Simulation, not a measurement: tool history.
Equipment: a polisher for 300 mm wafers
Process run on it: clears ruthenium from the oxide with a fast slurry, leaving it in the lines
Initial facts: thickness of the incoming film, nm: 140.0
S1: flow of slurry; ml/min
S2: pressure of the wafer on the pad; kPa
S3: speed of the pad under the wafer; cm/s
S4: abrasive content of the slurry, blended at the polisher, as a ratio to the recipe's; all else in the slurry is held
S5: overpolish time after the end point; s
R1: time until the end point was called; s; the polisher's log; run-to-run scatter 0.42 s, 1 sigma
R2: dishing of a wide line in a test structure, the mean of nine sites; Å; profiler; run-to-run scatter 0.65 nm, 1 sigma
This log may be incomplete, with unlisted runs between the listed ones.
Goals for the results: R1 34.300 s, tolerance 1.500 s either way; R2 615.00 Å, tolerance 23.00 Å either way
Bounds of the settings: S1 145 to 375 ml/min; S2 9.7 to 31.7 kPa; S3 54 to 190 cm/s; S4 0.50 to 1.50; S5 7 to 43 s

run 1 hour=0.0 | S1=240 S2=20.7 S3=122 S4=1.00 S5=22 | R1=25.653 R2=890.26
run 2 hour=6.8 | S1=240 S2=19.3 S3=122 S4=1.00 S5=21 | R1=27.908 R2=807.00
run 3 hour=11.5 | S1=240 S2=19.3 S3=122 S4=1.00 S5=14 | R1=27.500 R2=561.71
run 4 hour=13.8 | S1=240 S2=19.3 S3=108 S4=1.00 S5=14 | R1=30.841 R2=506.78
run 5 hour=21.5 | S1=235 S2=18.6 S3=108 S4=1.00 S5=15 | R1=32.392 R2=533.13
run 6 hour=25.6 | S1=235 S2=18.6 S3=136 S4=1.00 S5=15 | R1=25.782 R2=632.78
run 7 hour=28.6 | S1=230 S2=17.2 S3=136 S4=1.00 S5=16 | R1=27.962 R2=647.32
run 8 hour=31.1 | S1=225 S2=16.5 S3=136 S4=1.00 S5=16 | R1=29.206 R2=621.41
run 9 hour=32.1 | S1=205 S2=13.1 S3=134 S4=1.00 S5=20 | R1=36.084 R2=607.17

Of the 5 settings listed for the next run, only one would bring every result within its allowed miss of target. Which one?
run A hour=33.1 | S1=290 S2=11.0 S3=142 S4=0.95 S5=22 | R1=? R2=?
run B hour=33.1 | S1=220 S2=13.1 S3=154 S4=1.10 S5=17 | R1=? R2=?
run C hour=33.1 | S1=230 S2=15.2 S3=118 S4=1.10 S5=21 | R1=? R2=?
run D hour=33.1 | S1=180 S2=15.2 S3=132 S4=0.95 S5=19 | R1=? R2=?
run E hour=33.1 | S1=210 S2=11.7 S3=162 S4=1.10 S5=18 | R1=? R2=?

move=A R1=39.741 R2=614.47
move=B R1=30.329 R2=621.15
move=C R1=34.053 R2=674.47
move=D R1=33.660 R2=624.95
move=E R1=32.058 R2=622.09
A: its largest miss is bigger than the last run's
B: takes the biggest miss from the last run beyond its target
C: the worst result of the last run now meets its target, but another is out of spec
D: every result within its allowed miss
E: takes the biggest miss from the last run beyond its target
Move D is the one to make.

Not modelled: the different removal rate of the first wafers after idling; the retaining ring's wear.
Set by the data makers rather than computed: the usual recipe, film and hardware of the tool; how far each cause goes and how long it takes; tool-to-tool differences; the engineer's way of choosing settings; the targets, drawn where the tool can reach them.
